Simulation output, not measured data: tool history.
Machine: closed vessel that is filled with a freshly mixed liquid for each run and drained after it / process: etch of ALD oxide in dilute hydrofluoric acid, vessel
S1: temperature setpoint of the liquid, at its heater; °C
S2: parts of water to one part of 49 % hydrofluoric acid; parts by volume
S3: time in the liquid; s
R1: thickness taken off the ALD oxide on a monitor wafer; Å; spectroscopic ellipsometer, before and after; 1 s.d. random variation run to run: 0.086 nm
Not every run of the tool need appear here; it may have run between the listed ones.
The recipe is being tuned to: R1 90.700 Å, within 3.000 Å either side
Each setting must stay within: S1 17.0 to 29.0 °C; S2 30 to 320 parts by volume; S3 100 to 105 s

run	day	S1	S2	S3	R1
1	0.000	21.0	175	100	116.230
2	0.388	21.0	175	105	121.390
3	0.525	20.5	180	105	117.320
4	0.621	20.0	185	105	108.550
5	0.933	20.0	140	105	153.100
6	1.312	19.5	150	105	137.880
7	1.358	19.0	155	105	130.280
8	1.438	17.0	205	105	86.219

Which one of the following 4 next-run settings gets every result inside its allowed miss? There is exactly one.
A	1.517	17.0	210	100	?
B	1.517	17.0	200	105	?
C	1.517	18.0	190	105	?
D	1.517	18.0	195	105	?

move	R1
A	81.059
B	90.185
C	99.708
D	96.693
A: lands further from the targets than the last run did
B: every result lands within tolerance
C: the result that was furthest off in the last run now lies on the other side of its target
D: the result that was furthest off in the last run now lies on the other side of its target
B is the move that brings every result within its allowed miss.
